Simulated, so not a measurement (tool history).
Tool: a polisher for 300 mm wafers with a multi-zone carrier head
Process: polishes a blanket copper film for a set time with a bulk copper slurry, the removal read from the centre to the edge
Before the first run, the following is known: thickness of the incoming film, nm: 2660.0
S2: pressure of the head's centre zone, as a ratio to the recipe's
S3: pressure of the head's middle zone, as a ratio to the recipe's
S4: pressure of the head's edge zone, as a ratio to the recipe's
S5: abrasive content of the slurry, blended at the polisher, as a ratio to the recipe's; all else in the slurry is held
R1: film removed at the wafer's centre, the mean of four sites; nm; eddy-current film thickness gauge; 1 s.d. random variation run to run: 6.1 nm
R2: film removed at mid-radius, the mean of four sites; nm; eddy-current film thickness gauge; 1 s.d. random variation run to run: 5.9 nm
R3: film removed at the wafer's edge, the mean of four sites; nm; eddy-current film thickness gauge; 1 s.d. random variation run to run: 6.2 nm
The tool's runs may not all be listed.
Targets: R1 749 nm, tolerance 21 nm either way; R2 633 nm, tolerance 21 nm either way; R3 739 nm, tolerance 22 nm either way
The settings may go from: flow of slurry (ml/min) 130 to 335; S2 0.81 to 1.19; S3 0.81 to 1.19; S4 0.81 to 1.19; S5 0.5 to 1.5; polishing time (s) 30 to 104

{"run": 1, "hour": 0.0, "flow of slurry (ml/min)": 215, "S2": 1, "S3": 1, "S4": 1, "S5": 1, "polishing time (s)": 67, "R1": 542.28, "R2": 535.89, "R3": 545.47}
{"run": 2, "hour": 6.6, "flow of slurry (ml/min)": 225, "S2": 1.02, "S3": 0.99, "S4": 1.04, "S5": 1.15, "polishing time (s)": 69, "R1": 585.19, "R2": 570.47, "R3": 591.55}
{"run": 3, "hour": 10.8, "flow of slurry (ml/min)": 230, "S2": 1.05, "S3": 0.97, "S4": 1.07, "S5": 1.25, "polishing time (s)": 70, "R1": 624.35, "R2": 569.67, "R3": 614.58}
{"run": 4, "hour": 13.6, "flow of slurry (ml/min)": 240, "S2": 1.06, "S3": 0.96, "S4": 1.1, "S5": 1.3, "polishing time (s)": 72, "R1": 655.39, "R2": 599.63, "R3": 659.66}
{"run": 5, "hour": 19.9, "flow of slurry (ml/min)": 255, "S2": 1.08, "S3": 0.95, "S4": 1.12, "S5": 1.35, "polishing time (s)": 72, "R1": 676.36, "R2": 595.89, "R3": 675.17}
{"run": 6, "hour": 28.4, "flow of slurry (ml/min)": 305, "S2": 1.08, "S3": 0.95, "S4": 1.12, "S5": 1.35, "polishing time (s)": 72, "R1": 687.64, "R2": 620.23, "R3": 681.4}
{"run": 7, "hour": 30.2, "flow of slurry (ml/min)": 305, "S2": 1.09, "S3": 0.94, "S4": 1.13, "S5": 1.4, "polishing time (s)": 72, "R1": 714.81, "R2": 611, "R3": 687.48}
{"run": 8, "hour": 34.0, "flow of slurry (ml/min)": 310, "S2": 1.07, "S3": 0.94, "S4": 1.19, "S5": 1.5, "polishing time (s)": 74, "R1": 725.78, "R2": 645.38, "R3": 744.69}

4 candidate next runs follow, results not yet known. Just one meets every target within its allowed miss. Identify it.
{"run": "A", "hour": 37.8, "flow of slurry (ml/min)": 325, "S2": 1.07, "S3": 0.9, "S4": 1.14, "S5": 1.4, "polishing time (s)": 77, "R1": "?", "R2": "?", "R3": "?"}
{"run": "B", "hour": 37.8, "flow of slurry (ml/min)": 265, "S2": 0.99, "S3": 0.9, "S4": 1.19, "S5": 1.4, "polishing time (s)": 79, "R1": "?", "R2": "?", "R3": "?"}
{"run": "C", "hour": 37.8, "flow of slurry (ml/min)": 320, "S2": 1.03, "S3": 0.89, "S4": 1.19, "S5": 1.5, "polishing time (s)": 75, "R1": "?", "R2": "?", "R3": "?"}
{"run": "D", "hour": 37.8, "flow of slurry (ml/min)": 275, "S2": 1.05, "S3": 0.98, "S4": 1.18, "S5": 1.5, "polishing time (s)": 76, "R1": "?", "R2": "?", "R3": "?"}

move=A R1=733.96 R2=635.38 R3=732.46
move=B R1=681.9 R2=638.45 R3=756.13
move=C R1=697.83 R2=622.34 R3=739.57
move=D R1=708.63 R2=664.47 R3=736.59
A: hits every target within its allowed miss
B: moves away from the targets compared with the last run
C: moves away from the targets compared with the last run
D: moves away from the targets compared with the last run
The right move is A.
